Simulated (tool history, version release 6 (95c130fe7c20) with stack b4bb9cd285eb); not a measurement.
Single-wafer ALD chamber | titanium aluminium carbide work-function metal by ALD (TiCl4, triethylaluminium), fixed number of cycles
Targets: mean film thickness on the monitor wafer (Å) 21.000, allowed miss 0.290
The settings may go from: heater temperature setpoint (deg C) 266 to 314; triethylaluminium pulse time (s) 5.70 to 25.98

| run | hour | heater temperature setpoint (deg C) | triethylaluminium pulse time (s) | mean film thickness on the monitor wafer (Å) |
|---|---|---|---|---|
| 1 | 0.0 | 290 | 15.84 | 19.281 |
| 2 | 2.8 | 290 | 13.64 | 19.054 |
| 3 | 6.2 | 300 | 13.64 | 20.192 |
| 4 | 12.0 | 300 | 9.93 | 18.956 |
| 5 | 17.3 | 300 | 8.11 | 16.937 |
| 6 | 21.4 | 304 | 8.11 | 17.254 |
| 7 | 22.6 | 306 | 10.31 | 19.735 |
| 8 | 30.3 | 308 | 10.33 | 19.871 |
| 9 | 31.9 | 310 | 10.37 | 20.088 |
| 10 | 37.3 | 311 | 10.52 | 20.376 |
| 11 | 43.8 | 312 | 10.59 | 20.495 |
| 12 | 45.7 | 313 | 10.70 | 20.611 |
| 13 | 51.3 | 313 | 10.84 | 20.620 |

Which of these 5 next moves meets every target?
| A | 56.9 | 312 | 12.30 | ? |
| B | 56.9 | 310 | 10.89 | ? |
| C | 56.9 | 310 | 10.73 | ? |
| D | 56.9 | 314 | 10.34 | ? |
| E | 56.9 | 314 | 13.83 | ? |

| move | mean film thickness on the monitor wafer (Å) |
|---|---|
| A | 21.006 |
| B | 20.338 |
| C | 20.262 |
| D | 20.430 |
| E | 21.463 |
A: meets every target
B: further off than the last run
C: further off than the last run
D: further off than the last run
E: takes the result that was furthest off past its target
Answer: A

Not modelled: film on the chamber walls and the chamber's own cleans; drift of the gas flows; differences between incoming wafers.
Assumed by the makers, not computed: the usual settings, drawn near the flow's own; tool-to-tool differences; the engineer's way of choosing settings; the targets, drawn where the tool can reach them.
